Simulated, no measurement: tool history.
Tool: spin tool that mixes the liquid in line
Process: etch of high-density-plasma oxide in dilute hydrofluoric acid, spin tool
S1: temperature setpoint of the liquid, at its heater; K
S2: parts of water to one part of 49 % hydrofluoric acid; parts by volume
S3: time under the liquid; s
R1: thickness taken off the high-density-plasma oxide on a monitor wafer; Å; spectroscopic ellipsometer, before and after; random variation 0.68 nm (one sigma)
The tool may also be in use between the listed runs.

Run 1, hour 0: S1 294.15 K, S2 40 parts by volume, S3 300 s. Result: R1 588.82 Å.
Run 2, hour 6.4: S1 294.15 K, S2 40 parts by volume, S3 300 s. Result: R1 598.33 Å.
Run 3, hour 7.6: S1 296.15 K, S2 40 parts by volume, S3 300 s. Result: R1 641.01 Å.
Run 4, hour 16.6: S1 294.15 K, S2 40 parts by volume, S3 300 s. Result: R1 595.1 Å.
Run 5, hour 23.3: S1 294.15 K, S2 40 parts by volume, S3 300 s. Result: R1 590.64 Å.
Run 6, hour 24: S1 292.65 K, S2 40 parts by volume, S3 300 s. Result: R1 562.77 Å.

The next listed run, before its measurement:
Run 7, hour 32.1: S1 296.65 K, S2 30 parts by volume, S3 300 s. Result: R1 ?.

Run 7 gave R1 896.11 Å.
